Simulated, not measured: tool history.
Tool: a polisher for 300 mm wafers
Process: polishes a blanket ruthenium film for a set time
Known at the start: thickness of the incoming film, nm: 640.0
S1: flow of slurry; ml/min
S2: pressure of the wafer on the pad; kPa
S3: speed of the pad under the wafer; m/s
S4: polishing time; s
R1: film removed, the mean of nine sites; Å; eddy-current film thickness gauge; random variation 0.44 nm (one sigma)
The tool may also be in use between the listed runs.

| run | hour | S1 | S2 | S3 | S4 | R1 |
|---|---|---|---|---|---|---|
| 1 | 0.0 | 295 | 12.4 | 1.1 | 48 | 412.87 |
| 2 | 6.4 | 300 | 13.8 | 1.1 | 48 | 455.94 |
| 3 | 13.8 | 300 | 13.8 | 1.1 | 48 | 456.68 |
| 4 | 20.9 | 300 | 14.5 | 1.1 | 48 | 470.08 |
| 5 | 24.0 | 300 | 14.5 | 1.1 | 42 | 411.63 |
| 6 | 24.6 | 300 | 14.5 | 1.1 | 42 | 416.78 |
|  | 27.2 | slurry nozzle cleaned |
| 7 | 27.2 | 305 | 15.9 | 1.1 | 42 | 482.01 |

Run 8 comes next. What will it give?
| 8 | 33.0 | 320 | 16.5 | 1.1 | 42 | ? |

{"run 8": {"R1": 507.02}}
